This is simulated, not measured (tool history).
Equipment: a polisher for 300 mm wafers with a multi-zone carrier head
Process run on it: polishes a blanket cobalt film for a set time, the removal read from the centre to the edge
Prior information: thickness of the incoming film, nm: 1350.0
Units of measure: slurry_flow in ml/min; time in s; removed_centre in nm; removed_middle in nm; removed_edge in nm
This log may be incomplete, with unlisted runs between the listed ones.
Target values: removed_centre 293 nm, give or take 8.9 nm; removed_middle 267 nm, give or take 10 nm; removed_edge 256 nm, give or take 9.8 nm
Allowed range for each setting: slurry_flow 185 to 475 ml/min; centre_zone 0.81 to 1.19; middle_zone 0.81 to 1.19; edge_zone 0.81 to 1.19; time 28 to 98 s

run 1 hour=0 | slurry_flow=305 centre_zone=1 middle_zone=1 edge_zone=1 time=63 | removed_centre=410.12 removed_middle=405.01 removed_edge=403.52
run 2 hour=4.4 | slurry_flow=305 centre_zone=1 middle_zone=1 edge_zone=0.96 time=63 | removed_centre=408.68 removed_middle=401.49 removed_edge=401.03
run 3 hour=7.8 | slurry_flow=315 centre_zone=1.03 middle_zone=1.01 edge_zone=0.94 time=54 | removed_centre=364.42 removed_middle=351.73 removed_edge=342.66
run 4 hour=16.1 | slurry_flow=320 centre_zone=1.05 middle_zone=1.01 edge_zone=0.92 time=49 | removed_centre=334.92 removed_middle=314.19 removed_edge=305.2
run 5 hour=17.9 | slurry_flow=320 centre_zone=1.05 middle_zone=1.01 edge_zone=0.9 time=47 | removed_centre=322.09 removed_middle=298.35 removed_edge=293.23
run 6 hour=22.7 | slurry_flow=320 centre_zone=1.06 middle_zone=1.02 edge_zone=0.88 time=45 | removed_centre=305.98 removed_middle=294.78 removed_edge=278.38
run 7 hour=26.2 | slurry_flow=295 centre_zone=1.08 middle_zone=0.94 edge_zone=0.81 time=42 | removed_centre=293.16 removed_middle=252.37 removed_edge=251.67
run 8 hour=29.5 | slurry_flow=300 centre_zone=1.08 middle_zone=0.95 edge_zone=0.81 time=42 | removed_centre=290.05 removed_middle=255.55 removed_edge=255.05

Which single option among these 4 for the next run brings every result within its allowed miss of target? Just one does.
run A hour=32.8 | slurry_flow=185 centre_zone=1.06 middle_zone=1.08 edge_zone=0.84 time=45 | removed_centre=? removed_middle=? removed_edge=?
run B hour=32.8 | slurry_flow=245 centre_zone=1.08 middle_zone=0.99 edge_zone=0.82 time=43 | removed_centre=? removed_middle=? removed_edge=?
run C hour=32.8 | slurry_flow=325 centre_zone=1.07 middle_zone=0.86 edge_zone=0.86 time=42 | removed_centre=? removed_middle=? removed_edge=?
run D hour=32.8 | slurry_flow=285 centre_zone=1.11 middle_zone=0.87 edge_zone=0.81 time=43 | removed_centre=? removed_middle=? removed_edge=?

move=A removed_centre=291.61 removed_middle=296.32 removed_edge=264.59
move=B removed_centre=293.24 removed_middle=270.82 removed_edge=256.86
move=C removed_centre=291.34 removed_middle=241.1 removed_edge=259.8
move=D removed_centre=305.84 removed_middle=246.48 removed_edge=259
A: the result that was furthest off in the last run now lies on the other side of its target
B: every result within its allowed miss
C: misses by more than the last run did
D: misses by more than the last run did
The right move is B.
